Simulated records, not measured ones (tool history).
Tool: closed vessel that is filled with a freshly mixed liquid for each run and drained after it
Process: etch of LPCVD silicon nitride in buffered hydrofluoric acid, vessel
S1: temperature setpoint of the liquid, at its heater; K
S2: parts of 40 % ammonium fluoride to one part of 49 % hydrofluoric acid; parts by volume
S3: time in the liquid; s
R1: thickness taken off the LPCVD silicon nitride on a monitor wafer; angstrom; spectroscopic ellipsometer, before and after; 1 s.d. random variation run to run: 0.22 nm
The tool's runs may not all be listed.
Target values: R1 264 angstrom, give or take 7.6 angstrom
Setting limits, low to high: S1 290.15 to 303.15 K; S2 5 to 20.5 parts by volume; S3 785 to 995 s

| run | hour | S1 | S2 | S3 | R1 |
|---|---|---|---|---|---|
| 1 | 0 | 295.15 | 12.5 | 995 | 104.95 |
| 2 | 3.4 | 295.15 | 9.5 | 995 | 134.22 |
| 3 | 9.4 | 296.15 | 9 | 995 | 149.46 |
| 4 | 12.5 | 296.15 | 6 | 995 | 223.63 |
| 5 | 16.1 | 296.65 | 6 | 995 | 227.3 |
| 6 | 23 | 296.65 | 6 | 785 | 180.45 |
| 7 | 27.2 | 300.65 | 5.5 | 785 | 241.52 |
| 8 | 35.7 | 301.15 | 5.5 | 785 | 247.5 |

5 candidate next runs follow, results not yet known. Just one meets every target within its allowed miss. Identify it.
| A | 44.2 | 302.65 | 6 | 785 | ? |
| B | 44.2 | 302.65 | 6.5 | 830 | ? |
| C | 44.2 | 297.65 | 5 | 935 | ? |
| D | 44.2 | 298.15 | 5.5 | 935 | ? |
| E | 44.2 | 301.65 | 7.5 | 995 | ? |

| move | R1 |
|---|---|
| A | 245.74 |
| B | 242.47 |
| C | 261.53 |
| D | 247.93 |
| E | 240.06 |
A: its largest miss is bigger than the last run's
B: its largest miss is bigger than the last run's
C: each result inside its tolerance
D: as far off as the last run
E: its largest miss is bigger than the last run's
So the answer is move C, the one that meets all the targets.
